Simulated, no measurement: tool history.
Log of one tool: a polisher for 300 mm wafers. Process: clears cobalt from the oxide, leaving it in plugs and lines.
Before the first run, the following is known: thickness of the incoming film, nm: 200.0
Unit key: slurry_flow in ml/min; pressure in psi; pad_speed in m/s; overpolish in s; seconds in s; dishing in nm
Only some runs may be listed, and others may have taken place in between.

run  hour  slurry_flow  pressure  pad_speed  overpolish  seconds  dishing
  1   0.0          240       2.0       1.06          21   45.694   45.048
  2   1.3          240       1.9       1.04          20   48.245   42.693
  3   8.7          240       1.8       1.02          19   51.306   39.923
  4  17.6          240       1.8       1.02          15   50.682   33.941
  5  20.5          240       1.3       1.02          15   64.849   29.139
  6  26.0          240       1.0       1.02          15   76.487   25.458

Forecast run 7:
  7  31.2          240       0.9       0.98          23        ?        ?

seconds: 80.604 s
dishing: 32.623 nm

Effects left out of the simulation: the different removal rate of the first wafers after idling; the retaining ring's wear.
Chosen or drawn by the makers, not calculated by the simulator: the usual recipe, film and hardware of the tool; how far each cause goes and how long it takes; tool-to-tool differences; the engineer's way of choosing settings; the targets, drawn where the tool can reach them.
